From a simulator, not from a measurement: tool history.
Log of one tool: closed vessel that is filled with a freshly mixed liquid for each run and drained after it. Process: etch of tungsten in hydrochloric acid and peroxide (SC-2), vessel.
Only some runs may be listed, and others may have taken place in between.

| run | hour | temperature setpoint of the liquid (°C) | parts of water to one part each of 37 % hydrochloric acid and 30 % peroxide (parts by volume) | time in the liquid (s) | thickness taken off the tungsten on a monitor wafer (Å) |
|---|---|---|---|---|---|
| 1 | 0 | 52 | 7.5 | 85 | 169.65 |
| 2 | 3.1 | 57.5 | 7.5 | 85 | 242.5 |
| 3 | 8 | 56 | 7.5 | 85 | 219.22 |
| 4 | 15.2 | 56 | 7.5 | 85 | 219.33 |
| 5 | 22.3 | 54.5 | 7.5 | 85 | 198.95 |
| 6 | 23.2 | 50 | 7.5 | 85 | 148.56 |

What does the tool deliver on the next run?
| 7 | 28.9 | 49.5 | 7.5 | 85 | ? |

{"run 7": {"thickness taken off the tungsten on a monitor wafer (Å)": 143.85}}

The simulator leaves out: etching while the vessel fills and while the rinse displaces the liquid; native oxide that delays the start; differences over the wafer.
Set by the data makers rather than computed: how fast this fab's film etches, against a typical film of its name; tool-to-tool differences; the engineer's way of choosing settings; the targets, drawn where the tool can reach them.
